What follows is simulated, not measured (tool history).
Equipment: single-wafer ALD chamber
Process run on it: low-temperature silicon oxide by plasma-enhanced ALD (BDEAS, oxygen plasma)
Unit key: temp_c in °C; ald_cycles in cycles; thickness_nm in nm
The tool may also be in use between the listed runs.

run 1 hour=0.0 | temp_c=85 ald_cycles=27 | thickness_nm=4.2116
run 2 hour=4.1 | temp_c=81 ald_cycles=28 | thickness_nm=4.4289
run 3 hour=8.0 | temp_c=81 ald_cycles=27 | thickness_nm=4.2546
run 4 hour=11.7 | temp_c=78 ald_cycles=28 | thickness_nm=4.4575
run 5 hour=13.6 | temp_c=78 ald_cycles=29 | thickness_nm=4.6182
run 6 hour=16.0 | temp_c=78 ald_cycles=30 | thickness_nm=4.7901

What does the tool deliver on the next run?
run 7 hour=21.3 | temp_c=76 ald_cycles=30 | thickness_nm=?

thickness_nm: 4.8249 nm
